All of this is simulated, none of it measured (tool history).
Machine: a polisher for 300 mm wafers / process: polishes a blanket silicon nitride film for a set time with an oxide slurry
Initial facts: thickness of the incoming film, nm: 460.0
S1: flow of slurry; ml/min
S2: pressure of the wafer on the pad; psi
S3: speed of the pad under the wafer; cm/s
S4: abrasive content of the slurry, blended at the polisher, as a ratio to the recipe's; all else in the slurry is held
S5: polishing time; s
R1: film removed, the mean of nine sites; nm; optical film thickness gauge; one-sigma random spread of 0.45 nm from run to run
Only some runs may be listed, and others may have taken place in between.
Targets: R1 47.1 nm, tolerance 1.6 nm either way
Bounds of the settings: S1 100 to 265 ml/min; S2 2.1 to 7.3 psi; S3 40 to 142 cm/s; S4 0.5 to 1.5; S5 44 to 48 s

| run | hour | S1 | S2 | S3 | S4 | S5 | R1 |
|---|---|---|---|---|---|---|---|
| 1 | 0 | 170 | 4.7 | 90 | 1 | 48 | 39.98 |
| 2 | 2.5 | 170 | 4.7 | 90 | 1.1 | 48 | 41.372 |
| 3 | 4.2 | 195 | 4.7 | 90 | 1.1 | 48 | 42.827 |
| 4 | 5.5 | 195 | 3.9 | 90 | 1.1 | 48 | 34.803 |
| 5 | 13.7 | 195 | 4 | 90 | 1.1 | 48 | 36.286 |
| 6 | 21.5 | 195 | 4.1 | 90 | 1.1 | 48 | 36.606 |
| 7 | 27.7 | 195 | 4.2 | 90 | 1.1 | 48 | 37.435 |
| 8 | 36.6 | 195 | 4.3 | 90 | 1.1 | 48 | 38.491 |
| 9 | 38.1 | 195 | 4.4 | 90 | 1.1 | 48 | 39.798 |
| 10 | 41.7 | 200 | 4.5 | 90 | 1.1 | 48 | 40.651 |
| 11 | 49.8 | 200 | 4.6 | 90 | 1.1 | 48 | 41.997 |

Exercise: of the 4 proposed moves below, exactly one satisfies all targets within the stated allowed misses. Which move is it?
| A | 57.9 | 180 | 6.1 | 78 | 1.3 | 45 | ? |
| B | 57.9 | 175 | 4.6 | 114 | 1.1 | 48 | ? |
| C | 57.9 | 245 | 4.9 | 96 | 1.25 | 48 | ? |
| D | 57.9 | 225 | 5 | 106 | 1.1 | 48 | ? |

| move | R1 |
|---|---|
| A | 50.237 |
| B | 46.932 |
| C | 49.675 |
| D | 50.352 |
A: takes the biggest miss from the last run beyond its target
B: meets every target
C: takes the biggest miss from the last run beyond its target
D: takes the biggest miss from the last run beyond its target
So the answer is move B, the one that meets all the targets.

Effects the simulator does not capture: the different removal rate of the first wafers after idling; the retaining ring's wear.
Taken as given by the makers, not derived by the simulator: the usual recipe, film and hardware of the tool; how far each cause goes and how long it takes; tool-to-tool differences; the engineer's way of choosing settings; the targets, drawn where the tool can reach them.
